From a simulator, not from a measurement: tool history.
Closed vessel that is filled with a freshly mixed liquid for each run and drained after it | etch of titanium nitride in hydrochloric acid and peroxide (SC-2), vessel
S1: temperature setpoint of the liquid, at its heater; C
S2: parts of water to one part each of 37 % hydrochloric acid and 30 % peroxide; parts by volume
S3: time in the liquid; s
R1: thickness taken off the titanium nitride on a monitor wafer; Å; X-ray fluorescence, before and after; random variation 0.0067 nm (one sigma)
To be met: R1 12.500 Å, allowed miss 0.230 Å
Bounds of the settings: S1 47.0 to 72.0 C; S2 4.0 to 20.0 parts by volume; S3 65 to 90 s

run	hour	S1	S2	S3	R1
1	0.0	63.0	11.0	90	32.740
2	1.1	63.0	11.0	65	23.500
3	2.7	63.0	13.0	65	20.701
4	10.5	61.0	13.0	65	17.915
5	16.7	59.5	13.0	65	16.321
6	21.7	58.5	13.0	65	15.344
7	24.0	57.5	13.0	65	14.418
8	28.2	57.0	13.0	65	14.095
9	36.1	56.5	13.0	65	13.662
10	40.9	56.0	13.0	65	13.173

Which of these 4 next moves meets every target?
A	45.7	52.5	15.5	90	?
B	45.7	51.0	13.5	85	?
C	45.7	54.5	15.0	85	?
D	45.7	53.0	13.0	80	?

move	R1
A	12.408
B	11.984
C	13.745
D	13.296
A: meets every target
B: takes the result that was furthest off past its target
C: further off than the last run
D: further off than the last run
Answer: A

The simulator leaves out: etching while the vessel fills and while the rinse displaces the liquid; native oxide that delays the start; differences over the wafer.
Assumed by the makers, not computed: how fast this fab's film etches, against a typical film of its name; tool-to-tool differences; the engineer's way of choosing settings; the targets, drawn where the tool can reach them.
